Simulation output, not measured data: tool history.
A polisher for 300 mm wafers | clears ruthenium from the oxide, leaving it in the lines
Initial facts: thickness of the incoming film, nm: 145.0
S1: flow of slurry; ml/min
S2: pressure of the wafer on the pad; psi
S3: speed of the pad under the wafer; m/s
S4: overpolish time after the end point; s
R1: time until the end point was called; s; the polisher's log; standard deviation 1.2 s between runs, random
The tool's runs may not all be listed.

Run 1, day 0.000: S1 165 ml/min, S2 2.4 psi, S3 0.86 m/s, S4 7 s. Result: R1 131.08 s.
Run 2, day 0.225: S1 165 ml/min, S2 2.5 psi, S3 0.86 m/s, S4 7 s. Result: R1 128.78 s.
Run 3, day 0.542: S1 130 ml/min, S2 2.5 psi, S3 0.86 m/s, S4 7 s. Result: R1 132.82 s.
Run 4, day 0.683: S1 130 ml/min, S2 2.6 psi, S3 0.86 m/s, S4 7 s. Result: R1 127.46 s.
Run 5, day 0.917: S1 130 ml/min, S2 2.7 psi, S3 0.86 m/s, S4 7 s. Result: R1 117.85 s.
Run 6, day 1.117: S1 135 ml/min, S2 2.9 psi, S3 0.86 m/s, S4 7 s. Result: R1 113.28 s.

Expected results for the next run?
Run 7, day 1.321: S1 135 ml/min, S2 3.0 psi, S3 0.86 m/s, S4 7 s. Result: R1 ?.

R1: 111.50 s
